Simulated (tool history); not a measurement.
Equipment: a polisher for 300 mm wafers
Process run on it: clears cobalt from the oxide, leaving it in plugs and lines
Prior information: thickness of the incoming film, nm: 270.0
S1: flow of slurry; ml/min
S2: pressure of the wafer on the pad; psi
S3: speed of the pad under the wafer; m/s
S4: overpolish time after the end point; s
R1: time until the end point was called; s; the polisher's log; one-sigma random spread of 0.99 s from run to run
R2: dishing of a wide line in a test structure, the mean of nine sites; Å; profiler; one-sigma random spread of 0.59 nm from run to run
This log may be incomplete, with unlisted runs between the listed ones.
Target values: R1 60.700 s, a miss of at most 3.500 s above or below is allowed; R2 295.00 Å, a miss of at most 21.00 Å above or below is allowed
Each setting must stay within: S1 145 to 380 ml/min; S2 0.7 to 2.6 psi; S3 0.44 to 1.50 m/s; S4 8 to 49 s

Run 1, hour 0.0: S1 245 ml/min, S2 1.6 psi, S3 0.96 m/s, S4 25 s. Result: R1 66.867 s, R2 577.51 Å.
Run 2, hour 2.2: S1 240 ml/min, S2 1.6 psi, S3 0.96 m/s, S4 21 s. Result: R1 66.127 s, R2 545.88 Å.
Run 3, hour 3.4: S1 215 ml/min, S2 1.6 psi, S3 0.96 m/s, S4 21 s. Result: R1 65.551 s, R2 533.71 Å.
Run 4, hour 10.4: S1 215 ml/min, S2 1.2 psi, S3 0.96 m/s, S4 21 s. Result: R1 87.511 s, R2 443.32 Å.
Run 5, hour 19.4: S1 200 ml/min, S2 1.1 psi, S3 1.08 m/s, S4 18 s. Result: R1 88.531 s, R2 414.77 Å.
Run 6, hour 23.9: S1 200 ml/min, S2 1.1 psi, S3 1.26 m/s, S4 18 s. Result: R1 77.649 s, R2 455.37 Å.
Run 7, hour 28.1: S1 190 ml/min, S2 1.2 psi, S3 1.20 m/s, S4 16 s. Result: R1 72.690 s, R2 433.33 Å.
Run 8, hour 34.4: S1 180 ml/min, S2 1.3 psi, S3 1.16 m/s, S4 14 s. Result: R1 69.422 s, R2 391.44 Å.
Run 9, hour 42.8: S1 145 ml/min, S2 1.8 psi, S3 0.88 m/s, S4 8 s. Result: R1 71.742 s, R2 250.90 Å.
At hour 48.3: slurry nozzle cleaned.
Run 10, hour 48.3: S1 150 ml/min, S2 1.8 psi, S3 0.88 m/s, S4 8 s. Result: R1 67.575 s, R2 265.03 Å.

Exactly one of the 5 candidate moves below puts every result within its allowed miss. Which one?
Run A, hour 53.8: S1 145 ml/min, S2 1.9 psi, S3 0.80 m/s, S4 11 s. Result: R1 ?, R2 ?.
Run B, hour 53.8: S1 145 ml/min, S2 2.0 psi, S3 0.88 m/s, S4 8 s. Result: R1 ?, R2 ?.
Run C, hour 53.8: S1 145 ml/min, S2 1.8 psi, S3 0.84 m/s, S4 12 s. Result: R1 ?, R2 ?.
Run D, hour 53.8: S1 220 ml/min, S2 1.6 psi, S3 0.82 m/s, S4 8 s. Result: R1 ?, R2 ?.
Run E, hour 53.8: S1 145 ml/min, S2 1.8 psi, S3 0.82 m/s, S4 8 s. Result: R1 ?, R2 ?.

move      R1      R2
   A  69.883  347.33
   B  60.628  302.20
   C  70.274  369.51
   D  74.893  254.33
   E  71.928  262.95
A: misses by more than the last run did
B: all results land within tolerance of their targets
C: misses by more than the last run did
D: misses by more than the last run did
E: misses by more than the last run did
Move B is the one to make.
